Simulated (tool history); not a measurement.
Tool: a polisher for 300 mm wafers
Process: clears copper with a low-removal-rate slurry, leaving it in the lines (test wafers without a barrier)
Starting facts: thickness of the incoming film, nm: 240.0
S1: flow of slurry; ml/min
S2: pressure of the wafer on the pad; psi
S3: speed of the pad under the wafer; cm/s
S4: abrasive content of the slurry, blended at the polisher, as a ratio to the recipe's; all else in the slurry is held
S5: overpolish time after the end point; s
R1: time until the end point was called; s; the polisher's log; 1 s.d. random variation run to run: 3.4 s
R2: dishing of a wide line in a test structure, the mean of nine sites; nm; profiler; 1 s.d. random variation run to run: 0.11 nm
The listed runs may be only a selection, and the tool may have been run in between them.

{"run": 1, "hour": 0.0, "S1": 185, "S2": 2.5, "S3": 88, "S4": 1, "S5": 28, "R1": 95.411, "R2": 40.97}
{"run": 2, "hour": 5.9, "S1": 180, "S2": 2.2, "S3": 82, "S4": 1, "S5": 24, "R1": 116.13, "R2": 31.072}
{"run": 3, "hour": 11.5, "S1": 180, "S2": 2.2, "S3": 92, "S4": 1, "S5": 24, "R1": 102.74, "R2": 35.235}
{"run": 4, "hour": 13.7, "S1": 180, "S2": 2.2, "S3": 92, "S4": 1, "S5": 31, "R1": 103.24, "R2": 41.788}
{"hour": 19.4, "done": "head pressure recalibrated"}
{"run": 5, "hour": 19.4, "S1": 180, "S2": 2.2, "S3": 92, "S4": 1, "S5": 20, "R1": 111.62, "R2": 28.138}
{"run": 6, "hour": 22.7, "S1": 145, "S2": 2.2, "S3": 92, "S4": 1, "S5": 20, "R1": 115.92, "R2": 27.088}
{"run": 7, "hour": 23.3, "S1": 140, "S2": 2.1, "S3": 84, "S4": 1.05, "S5": 18, "R1": 130.98, "R2": 21.101}
{"run": 8, "hour": 29.9, "S1": 135, "S2": 2.1, "S3": 76, "S4": 1.15, "S5": 16, "R1": 138.81, "R2": 17.637}
{"run": 9, "hour": 32.1, "S1": 130, "S2": 2.1, "S3": 70, "S4": 1.2, "S5": 15, "R1": 156.27, "R2": 15.6}
{"run": 10, "hour": 40.4, "S1": 125, "S2": 2, "S3": 66, "S4": 1.25, "S5": 14, "R1": 171.13, "R2": 13.118}
{"run": 11, "hour": 42.7, "S1": 125, "S2": 2, "S3": 66, "S4": 1.25, "S5": 14, "R1": 171.53, "R2": 13.671}
{"run": 12, "hour": 47.2, "S1": 120, "S2": 2, "S3": 62, "S4": 1.3, "S5": 13, "R1": 181.34, "R2": 11.956}
{"run": 13, "hour": 52.5, "S1": 120, "S2": 2, "S3": 62, "S4": 1.3, "S5": 13, "R1": 184.18, "R2": 11.72}
{"run": 14, "hour": 54.6, "S1": 120, "S2": 2, "S3": 60, "S4": 1.35, "S5": 12, "R1": 187.49, "R2": 10.837}
{"run": 15, "hour": 55.4, "S1": 120, "S2": 2, "S3": 58, "S4": 1.4, "S5": 11, "R1": 193.19, "R2": 9.808}
{"run": 16, "hour": 56.3, "S1": 120, "S2": 2, "S3": 56, "S4": 1.4, "S5": 10, "R1": 197.64, "R2": 8.813}

What will run 17 give?
{"run": 17, "hour": 65.1, "S1": 130, "S2": 2, "S3": 56, "S4": 1.4, "S5": 10, "R1": "?", "R2": "?"}

R1: 193.22 s
R2: 9.0748 nm

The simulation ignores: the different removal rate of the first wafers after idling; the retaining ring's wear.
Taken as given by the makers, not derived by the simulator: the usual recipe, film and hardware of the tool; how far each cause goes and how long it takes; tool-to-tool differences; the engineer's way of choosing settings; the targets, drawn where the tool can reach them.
